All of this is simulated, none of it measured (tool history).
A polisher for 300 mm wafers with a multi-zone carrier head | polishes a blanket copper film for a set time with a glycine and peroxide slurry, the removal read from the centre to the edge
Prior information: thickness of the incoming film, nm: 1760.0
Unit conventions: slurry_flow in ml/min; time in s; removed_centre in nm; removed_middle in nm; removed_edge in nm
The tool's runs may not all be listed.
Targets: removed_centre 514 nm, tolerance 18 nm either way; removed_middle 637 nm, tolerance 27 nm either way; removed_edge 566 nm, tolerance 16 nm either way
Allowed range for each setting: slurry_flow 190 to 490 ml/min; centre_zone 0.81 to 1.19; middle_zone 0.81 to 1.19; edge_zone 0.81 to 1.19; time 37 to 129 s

Run 1, hour 0: slurry_flow 315 ml/min, centre_zone 1, middle_zone 1, edge_zone 1, time 83 s. Result: removed_centre 483.94 nm, removed_middle 486.49 nm, removed_edge 482.62 nm.
Run 2, hour 6: slurry_flow 255 ml/min, centre_zone 1, middle_zone 1, edge_zone 1, time 83 s. Result: removed_centre 472.05 nm, removed_middle 473.76 nm, removed_edge 476.05 nm.
Run 3, hour 12.4: slurry_flow 265 ml/min, centre_zone 1, middle_zone 1.02, edge_zone 1.02, time 84 s. Result: removed_centre 481.35 nm, removed_middle 502.26 nm, removed_edge 480.22 nm.
Run 4, hour 18.5: slurry_flow 295 ml/min, centre_zone 1, middle_zone 1.02, edge_zone 1.02, time 84 s. Result: removed_centre 476.78 nm, removed_middle 505.1 nm, removed_edge 488.71 nm.
Run 5, hour 27.2: slurry_flow 300 ml/min, centre_zone 1, middle_zone 1.03, edge_zone 1.04, time 85 s. Result: removed_centre 489.58 nm, removed_middle 512.85 nm, removed_edge 497.64 nm.
Run 6, hour 31.1: slurry_flow 300 ml/min, centre_zone 1, middle_zone 1.08, edge_zone 1.04, time 85 s. Result: removed_centre 500.11 nm, removed_middle 544.49 nm, removed_edge 499.88 nm.
Run 7, hour 35.5: slurry_flow 305 ml/min, centre_zone 0.99, middle_zone 1.09, edge_zone 1.06, time 86 s. Result: removed_centre 490.62 nm, removed_middle 548.37 nm, removed_edge 504.71 nm.
Run 8, hour 43: slurry_flow 310 ml/min, centre_zone 0.99, middle_zone 1.1, edge_zone 1.07, time 87 s. Result: removed_centre 505.72 nm, removed_middle 568.05 nm, removed_edge 516.96 nm.
Run 9, hour 46.5: slurry_flow 315 ml/min, centre_zone 0.99, middle_zone 1.11, edge_zone 1.08, time 87 s. Result: removed_centre 507.08 nm, removed_middle 574.7 nm, removed_edge 522.57 nm.

Which one of the following 4 next-run settings gets every result inside its allowed miss? There is exactly one.
Run A, hour 50: slurry_flow 275 ml/min, centre_zone 0.93, middle_zone 1.15, edge_zone 1.08, time 97 s. Result: removed_centre ?, removed_middle ?, removed_edge ?.
Run B, hour 50: slurry_flow 335 ml/min, centre_zone 1.1, middle_zone 1.15, edge_zone 1.08, time 78 s. Result: removed_centre ?, removed_middle ?, removed_edge ?.
Run C, hour 50: slurry_flow 355 ml/min, centre_zone 0.97, middle_zone 1.02, edge_zone 1.16, time 89 s. Result: removed_centre ?, removed_middle ?, removed_edge ?.
Run D, hour 50: slurry_flow 295 ml/min, centre_zone 1.08, middle_zone 1.09, edge_zone 1.03, time 79 s. Result: removed_centre ?, removed_middle ?, removed_edge ?.

move  removed_centre  removed_middle  removed_edge
   A          526.36           635.3        564.61
   B          511.65          519.99        460.53
   C           516.6          538.43        545.36
   D          502.06          497.26        453.37
A: in spec on every target
B: moves away from the targets compared with the last run
C: moves away from the targets compared with the last run
D: moves away from the targets compared with the last run
A is the move that brings every result within its allowed miss.

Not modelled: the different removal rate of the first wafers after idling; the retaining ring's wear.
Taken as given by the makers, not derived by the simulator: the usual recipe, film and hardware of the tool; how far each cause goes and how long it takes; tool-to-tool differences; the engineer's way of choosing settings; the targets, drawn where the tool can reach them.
